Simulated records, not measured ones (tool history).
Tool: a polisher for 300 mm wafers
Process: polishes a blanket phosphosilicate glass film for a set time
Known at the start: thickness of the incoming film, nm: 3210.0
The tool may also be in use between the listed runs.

run	day	flow of slurry (ml/min)	pressure of the wafer on the pad (psi)	speed of the pad under the wafer (cm/s)	abrasive content of the slurry	polishing time (s)	film removed (angstrom)
1	0.000	175	3.8	110	1.0	98	11426
2	0.258	175	4.2	112	1.0	98	13271
3	0.367	175	4.5	112	1.0	98	14218
4	0.517	175	4.7	112	1.0	98	14731
5	0.579	175	4.9	112	1.0	98	15199
6	0.708	175	5.2	112	1.0	98	15846
7	0.954	175	5.4	114	1.0	98	17116
8	1.158	175	5.5	114	1.0	98	17434

Forecast run 9:
9	1.196	175	5.6	114	1.0	98	?

Run 9 gave film removed (angstrom) 17571.
